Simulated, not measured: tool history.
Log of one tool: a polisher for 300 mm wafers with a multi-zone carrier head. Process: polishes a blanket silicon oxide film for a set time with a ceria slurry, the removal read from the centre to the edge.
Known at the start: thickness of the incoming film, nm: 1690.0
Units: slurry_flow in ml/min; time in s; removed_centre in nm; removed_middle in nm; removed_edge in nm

Run 1, hour 0: slurry_flow 315 ml/min, centre_zone 1, middle_zone 1, edge_zone 1, time 33 s. Result: removed_centre 137.54 nm, removed_middle 135.96 nm, removed_edge 136.15 nm.
Run 2, hour 3.6: slurry_flow 315 ml/min, centre_zone 1, middle_zone 1, edge_zone 1.07, time 33 s. Result: removed_centre 134.45 nm, removed_middle 137.13 nm, removed_edge 139.23 nm.
Run 3, hour 4.7: slurry_flow 315 ml/min, centre_zone 1, middle_zone 1, edge_zone 1.07, time 29 s. Result: removed_centre 120.52 nm, removed_middle 120.61 nm, removed_edge 122.45 nm.
Run 4, hour 12.2: slurry_flow 380 ml/min, centre_zone 1, middle_zone 1, edge_zone 1.07, time 29 s. Result: removed_centre 119.59 nm, removed_middle 123.1 nm, removed_edge 123.73 nm.
Run 5, hour 19.1: slurry_flow 330 ml/min, centre_zone 0.95, middle_zone 1, edge_zone 1.01, time 25 s. Result: removed_centre 98.944 nm, removed_middle 103.86 nm, removed_edge 105.03 nm.
Run 6, hour 23.5: slurry_flow 320 ml/min, centre_zone 0.92, middle_zone 1.01, edge_zone 0.97, time 22 s. Result: removed_centre 85.698 nm, removed_middle 92.328 nm, removed_edge 89.121 nm.
Run 7, hour 32: slurry_flow 320 ml/min, centre_zone 0.89, middle_zone 1, edge_zone 0.96, time 21 s. Result: removed_centre 79.513 nm, removed_middle 85.379 nm, removed_edge 85.48 nm.
Run 8, hour 37.4: slurry_flow 320 ml/min, centre_zone 0.87, middle_zone 1.01, edge_zone 0.94, time 20 s. Result: removed_centre 73.455 nm, removed_middle 82.142 nm, removed_edge 79.575 nm.
Run 9, hour 40.4: slurry_flow 320 ml/min, centre_zone 0.85, middle_zone 1.01, edge_zone 0.92, time 20 s. Result: removed_centre 70.691 nm, removed_middle 82.461 nm, removed_edge 79.657 nm.
Run 10, hour 46.5: slurry_flow 315 ml/min, centre_zone 0.84, middle_zone 1, edge_zone 0.89, time 20 s. Result: removed_centre 72.253 nm, removed_middle 81.593 nm, removed_edge 78.361 nm.
Run 11, hour 53.7: slurry_flow 310 ml/min, centre_zone 0.81, middle_zone 0.99, edge_zone 0.89, time 16 s. Result: removed_centre 57.489 nm, removed_middle 67.03 nm, removed_edge 62.289 nm.
Run 12, hour 58.2: slurry_flow 370 ml/min, centre_zone 0.87, middle_zone 1.05, edge_zone 0.99, time 16 s. Result: removed_centre 59.849 nm, removed_middle 70.758 nm, removed_edge 65.99 nm.
Run 13, hour 64.2: slurry_flow 365 ml/min, centre_zone 0.88, middle_zone 1.05, edge_zone 1, time 16 s. Result: removed_centre 59.925 nm, removed_middle 70.237 nm, removed_edge 66.588 nm.
Run 14, hour 68.3: slurry_flow 365 ml/min, centre_zone 0.89, middle_zone 1.05, edge_zone 1.01, time 16 s. Result: removed_centre 61.852 nm, removed_middle 69.019 nm, removed_edge 66.587 nm.
Run 15, hour 71.1: slurry_flow 365 ml/min, centre_zone 0.88, middle_zone 1.05, edge_zone 1.01, time 16 s. Result: removed_centre 61.266 nm, removed_middle 68.523 nm, removed_edge 68.106 nm.
Run 16, hour 75.4: slurry_flow 365 ml/min, centre_zone 0.88, middle_zone 1.06, edge_zone 1.01, time 16 s. Result: removed_centre 61.044 nm, removed_middle 71.766 nm, removed_edge 66.765 nm.
Run 17, hour 76.3: slurry_flow 365 ml/min, centre_zone 0.88, middle_zone 1.06, edge_zone 1.02, time 16 s. Result: removed_centre 60.178 nm, removed_middle 68.802 nm, removed_edge 66.309 nm.
Run 18, hour 79.1: slurry_flow 370 ml/min, centre_zone 0.88, middle_zone 1.05, edge_zone 1.02, time 16 s. Result: removed_centre 61.269 nm, removed_middle 72.454 nm, removed_edge 66.129 nm.
Run 19, hour 81.5: slurry_flow 355 ml/min, centre_zone 0.88, middle_zone 1.06, edge_zone 1.01, time 16 s. Result: removed_centre 60.699 nm, removed_middle 68.67 nm, removed_edge 66.226 nm.
Run 20, hour 88.1: slurry_flow 365 ml/min, centre_zone 0.88, middle_zone 1.04, edge_zone 1.02, time 16 s. Result: removed_centre 61.87 nm, removed_middle 70.488 nm, removed_edge 67.4 nm.
Run 21, hour 90: slurry_flow 400 ml/min, centre_zone 0.88, middle_zone 1.03, edge_zone 1.08, time 16 s. Result: removed_centre 61.37 nm, removed_middle 69.745 nm, removed_edge 69.552 nm.
Run 22, hour 93.9: slurry_flow 405 ml/min, centre_zone 0.88, middle_zone 1.03, edge_zone 1.07, time 16 s. Result: removed_centre 61.609 nm, removed_middle 68.569 nm, removed_edge 68.14 nm.
Run 23, hour 95.7: slurry_flow 405 ml/min, centre_zone 0.9, middle_zone 1.09, edge_zone 1.11, time 17 s. Result: removed_centre 67.126 nm, removed_middle 76.974 nm, removed_edge 74.493 nm.
Run 24, hour 99.5: slurry_flow 405 ml/min, centre_zone 0.9, middle_zone 1.08, edge_zone 1.1, time 17 s. Result: removed_centre 65.712 nm, removed_middle 76.252 nm, removed_edge 74.605 nm.

The next listed run, before its measurement:
Run 25, hour 105: slurry_flow 405 ml/min, centre_zone 0.9, middle_zone 1.07, edge_zone 1.09, time 17 s. Result: removed_centre ?, removed_middle ?, removed_edge ?.

removed_centre: 65.601 nm
removed_middle: 75.647 nm
removed_edge: 74.072 nm
